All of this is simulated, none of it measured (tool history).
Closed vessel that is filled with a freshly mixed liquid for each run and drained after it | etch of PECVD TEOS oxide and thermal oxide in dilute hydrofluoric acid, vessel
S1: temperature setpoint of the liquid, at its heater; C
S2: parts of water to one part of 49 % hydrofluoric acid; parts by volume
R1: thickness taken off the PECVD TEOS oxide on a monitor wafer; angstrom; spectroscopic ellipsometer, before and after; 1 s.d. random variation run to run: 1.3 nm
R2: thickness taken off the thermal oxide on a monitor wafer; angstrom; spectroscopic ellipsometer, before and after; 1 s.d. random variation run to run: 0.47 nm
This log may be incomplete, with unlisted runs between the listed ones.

run 1 day=0.000 | S1=25.0 S2=180 time_in_the_liquid_(s)=1160 | R1=622.50 R2=290.44
run 2 day=0.183 | S1=27.0 S2=160 time_in_the_liquid_(s)=1160 | R1=770.90 R2=355.02
run 3 day=0.504 | S1=27.0 S2=160 time_in_the_liquid_(s)=1470 | R1=981.12 R2=457.11
run 4 day=0.746 | S1=28.5 S2=155 time_in_the_liquid_(s)=1470 | R1=1071.70 R2=499.33
run 5 day=0.888 | S1=29.5 S2=150 time_in_the_liquid_(s)=1470 | R1=1164.60 R2=535.01
run 6 day=0.946 | S1=26.5 S2=150 time_in_the_liquid_(s)=1470 | R1=1040.70 R2=478.81
run 7 day=1.146 | S1=28.0 S2=150 time_in_the_liquid_(s)=1470 | R1=1106.60 R2=502.24
run 8 day=1.200 | S1=29.0 S2=150 time_in_the_liquid_(s)=1475 | R1=1151.00 R2=517.64
run 9 day=1.462 | S1=29.0 S2=145 time_in_the_liquid_(s)=1485 | R1=1198.80 R2=559.92
run 10 day=1.829 | S1=29.5 S2=145 time_in_the_liquid_(s)=1490 | R1=1208.20 R2=566.63

What does the tool deliver on the next run?
run 11 day=2.033 | S1=30.0 S2=145 time_in_the_liquid_(s)=1495 | R1=? R2=?

Run 11 came out at R1 1269.50 angstrom, R2 580.38 angstrom.
